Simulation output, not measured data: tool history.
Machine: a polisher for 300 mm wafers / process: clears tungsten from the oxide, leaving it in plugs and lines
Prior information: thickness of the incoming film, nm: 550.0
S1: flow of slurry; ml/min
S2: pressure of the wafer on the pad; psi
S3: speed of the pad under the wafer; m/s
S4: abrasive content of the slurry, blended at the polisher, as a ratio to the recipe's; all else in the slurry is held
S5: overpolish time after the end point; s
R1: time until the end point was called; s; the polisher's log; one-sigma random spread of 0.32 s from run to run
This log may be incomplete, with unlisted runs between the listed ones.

run  hour   S1   S2    S3   S4  S5      R1
  1   0.0  135  4.6  1.34  1.0  54  60.129
  2   4.8  140  4.8  1.34  1.0  54  57.592
  3   8.1  155  4.8  1.34  1.0  54  57.242
  4  10.1  155  4.8  1.34  1.0  58  56.285
  5  12.0  155  4.8  1.34  0.9  58  57.283
  6  20.9  155  4.8  1.34  0.9  58  57.713
  7  26.6  155  5.0  1.34  0.9  58  55.426

Expected results for the next run?
  8  35.4  155  5.2  1.34  0.9  58   ?

Logged for run 8: R1 53.300 s.

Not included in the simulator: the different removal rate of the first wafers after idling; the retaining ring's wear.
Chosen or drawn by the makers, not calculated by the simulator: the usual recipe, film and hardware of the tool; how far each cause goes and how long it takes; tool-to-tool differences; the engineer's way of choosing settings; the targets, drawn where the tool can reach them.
